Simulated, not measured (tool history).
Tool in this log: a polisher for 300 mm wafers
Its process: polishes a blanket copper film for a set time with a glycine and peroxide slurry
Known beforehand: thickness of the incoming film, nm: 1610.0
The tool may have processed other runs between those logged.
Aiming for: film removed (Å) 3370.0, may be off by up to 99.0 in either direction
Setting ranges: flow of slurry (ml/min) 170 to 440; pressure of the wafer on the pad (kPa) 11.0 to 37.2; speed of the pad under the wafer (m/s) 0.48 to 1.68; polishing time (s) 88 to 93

run,day,flow of slurry (ml/min),pressure of the wafer on the pad (kPa),speed of the pad under the wafer (m/s),polishing time (s),film removed (Å)
1,0.000,280,24.1,1.08,88,5315.6
2,0.071,280,22.8,1.08,88,5018.1
3,0.425,280,22.8,0.90,88,4352.4
4,0.583,280,22.1,0.90,88,4196.6
5,0.750,280,26.9,0.90,88,5062.1
6,1.029,280,25.5,0.90,88,4710.7
7,1.200,280,24.1,0.90,88,4569.1
8,1.288,280,23.4,0.90,88,4417.8
9,1.325,280,22.8,0.90,88,4239.4
10,1.642,280,22.1,0.90,88,4204.2
11,1.992,280,21.4,0.90,88,4114.0
12,2.038,280,20.7,0.90,88,4012.9
13,2.133,280,20.0,0.90,88,3887.6
14,2.450,280,19.3,0.90,88,3787.5
15,2.650,280,18.6,0.90,88,3605.0
16,2.925,275,17.9,0.90,88,3607.6

Which of these 5 next moves meets every target?
A,3.200,250,20.7,0.76,92,?
B,3.200,255,18.6,0.96,93,?
C,3.200,255,17.2,0.82,93,?
D,3.200,285,20.7,0.82,88,?
E,3.200,295,20.7,0.80,89,?

move,film removed (Å)
A,3638.6
B,4082.7
C,3387.9
D,3729.0
E,3705.1
A: further off than the last run
B: further off than the last run
C: in spec on every target
D: further off than the last run
E: further off than the last run
Go with C: it meets all targets.
